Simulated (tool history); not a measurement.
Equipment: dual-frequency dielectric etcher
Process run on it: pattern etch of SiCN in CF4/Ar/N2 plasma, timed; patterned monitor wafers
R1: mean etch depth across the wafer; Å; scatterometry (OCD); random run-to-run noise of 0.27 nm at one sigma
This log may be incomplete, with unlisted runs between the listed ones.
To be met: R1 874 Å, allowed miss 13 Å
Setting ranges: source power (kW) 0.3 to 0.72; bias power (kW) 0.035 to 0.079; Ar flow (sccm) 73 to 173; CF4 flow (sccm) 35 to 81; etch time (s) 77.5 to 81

Run 1, hour 0: source power (kW) 0.51, bias power (kW) 0.057, Ar flow (sccm) 123, CF4 flow (sccm) 58, etch time (s) 77.5. Result: R1 715.53 Å.
Run 2, hour 2.6: source power (kW) 0.51, bias power (kW) 0.057, Ar flow (sccm) 123, CF4 flow (sccm) 58, etch time (s) 81. Result: R1 744.72 Å.
Run 3, hour 7.7: source power (kW) 0.55, bias power (kW) 0.057, Ar flow (sccm) 123, CF4 flow (sccm) 58, etch time (s) 81. Result: R1 810.3 Å.
Run 4, hour 14.9: source power (kW) 0.55, bias power (kW) 0.057, Ar flow (sccm) 113, CF4 flow (sccm) 58, etch time (s) 81. Result: R1 821.56 Å.
Run 5, hour 20.1: source power (kW) 0.56, bias power (kW) 0.057, Ar flow (sccm) 113, CF4 flow (sccm) 58, etch time (s) 81. Result: R1 843.34 Å.
Run 6, hour 26.9: source power (kW) 0.56, bias power (kW) 0.049, Ar flow (sccm) 113, CF4 flow (sccm) 58, etch time (s) 81. Result: R1 806.47 Å.
Run 7, hour 28.7: source power (kW) 0.57, bias power (kW) 0.049, Ar flow (sccm) 113, CF4 flow (sccm) 58, etch time (s) 81. Result: R1 822.69 Å.
Run 8, hour 32.6: source power (kW) 0.58, bias power (kW) 0.049, Ar flow (sccm) 113, CF4 flow (sccm) 58, etch time (s) 81. Result: R1 836 Å.
Run 9, hour 37.6: source power (kW) 0.59, bias power (kW) 0.049, Ar flow (sccm) 113, CF4 flow (sccm) 58, etch time (s) 81. Result: R1 853.75 Å.

5 next moves are on the table. One of them brings every result within its allowed miss. Which?
Run A, hour 42.6: source power (kW) 0.63, bias power (kW) 0.054, Ar flow (sccm) 116, CF4 flow (sccm) 63, etch time (s) 78.5. Result: R1 ?.
Run B, hour 42.6: source power (kW) 0.59, bias power (kW) 0.059, Ar flow (sccm) 105, CF4 flow (sccm) 66, etch time (s) 80.5. Result: R1 ?.
Run C, hour 42.6: source power (kW) 0.65, bias power (kW) 0.046, Ar flow (sccm) 119, CF4 flow (sccm) 60, etch time (s) 80. Result: R1 ?.
Run D, hour 42.6: source power (kW) 0.59, bias power (kW) 0.053, Ar flow (sccm) 85, CF4 flow (sccm) 66, etch time (s) 78.5. Result: R1 ?.
Run E, hour 42.6: source power (kW) 0.59, bias power (kW) 0.055, Ar flow (sccm) 120, CF4 flow (sccm) 59, etch time (s) 81. Result: R1 ?.

move      R1
   A   913.5
   B  921.14
   C  911.54
   D  913.95
   E  870.44
A: pushes the last run's worst result past its target
B: pushes the last run's worst result past its target
C: pushes the last run's worst result past its target
D: pushes the last run's worst result past its target
E: hits every target within its allowed miss
So the answer is move E, the one that meets all the targets.
